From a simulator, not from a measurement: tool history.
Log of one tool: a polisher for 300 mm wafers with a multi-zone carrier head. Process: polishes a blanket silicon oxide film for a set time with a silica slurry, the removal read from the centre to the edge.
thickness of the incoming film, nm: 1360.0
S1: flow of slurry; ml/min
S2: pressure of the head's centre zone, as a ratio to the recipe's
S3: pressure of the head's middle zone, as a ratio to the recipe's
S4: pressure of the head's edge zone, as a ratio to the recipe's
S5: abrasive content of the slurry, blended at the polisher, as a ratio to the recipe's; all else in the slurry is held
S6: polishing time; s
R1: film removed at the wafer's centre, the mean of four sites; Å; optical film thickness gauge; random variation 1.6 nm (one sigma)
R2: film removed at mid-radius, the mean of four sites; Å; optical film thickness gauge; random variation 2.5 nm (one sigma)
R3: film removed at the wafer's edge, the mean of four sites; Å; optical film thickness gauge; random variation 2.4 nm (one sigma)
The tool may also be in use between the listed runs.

run 1 hour=0 | S1=220 S2=1 S3=1 S4=1 S5=1 S6=57 | R1=2244 R2=2251.9 R3=2182.3
run 2 hour=5.9 | S1=215 S2=0.99 S3=0.99 S4=1 S5=1 S6=57 | R1=2214.8 R2=2139.1 R3=2216.9
run 3 hour=8.5 | S1=210 S2=0.98 S3=0.99 S4=0.99 S5=1 S6=57 | R1=2209.4 R2=2216.4 R3=2193.3
run 4 hour=10.9 | S1=210 S2=0.98 S3=0.99 S4=0.99 S5=1 S6=48 | R1=1848.1 R2=1874.6 R3=1896.1
run 5 hour=19.9 | S1=210 S2=0.98 S3=0.95 S4=0.99 S5=1 S6=48 | R1=1835.7 R2=1762.3 R3=1864.5
run 6 hour=26.2 | S1=210 S2=0.98 S3=1.01 S4=0.99 S5=1 S6=48 | R1=1841.1 R2=1903.8 R3=1856.4

Run 7 comes next. What will it give?
run 7 hour=32.7 | S1=210 S2=0.98 S3=1.01 S4=1 S5=1 S6=48 | R1=? R2=? R3=?

R1: 1867 Å
R2: 1898.4 Å
R3: 1877.4 Å
